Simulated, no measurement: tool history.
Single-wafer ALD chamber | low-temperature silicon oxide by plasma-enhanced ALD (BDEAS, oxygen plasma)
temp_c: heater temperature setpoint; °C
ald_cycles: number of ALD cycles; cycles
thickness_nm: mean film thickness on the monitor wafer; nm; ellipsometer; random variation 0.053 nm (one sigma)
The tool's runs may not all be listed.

Run 1, day 0: temp_c 115 °C, ald_cycles 68 cycles. Result: thickness_nm 9.3428 nm.
Run 2, day 0.367: temp_c 115 °C, ald_cycles 70 cycles. Result: thickness_nm 9.5665 nm.
Run 3, day 0.504: temp_c 119 °C, ald_cycles 70 cycles. Result: thickness_nm 9.5851 nm.
Run 4, day 0.821: temp_c 119 °C, ald_cycles 72 cycles. Result: thickness_nm 9.7987 nm.
At day 0.9: thermocouple changed; heater temperature recalibrated.
Run 5, day 0.9: temp_c 128 °C, ald_cycles 72 cycles. Result: thickness_nm 9.5495 nm.
Run 6, day 1: temp_c 127 °C, ald_cycles 73 cycles. Result: thickness_nm 9.6201 nm.

Run 7 comes next. What will it give?
Run 7, day 1.15: temp_c 125 °C, ald_cycles 74 cycles. Result: thickness_nm ?.

thickness_nm: 9.8821 nm

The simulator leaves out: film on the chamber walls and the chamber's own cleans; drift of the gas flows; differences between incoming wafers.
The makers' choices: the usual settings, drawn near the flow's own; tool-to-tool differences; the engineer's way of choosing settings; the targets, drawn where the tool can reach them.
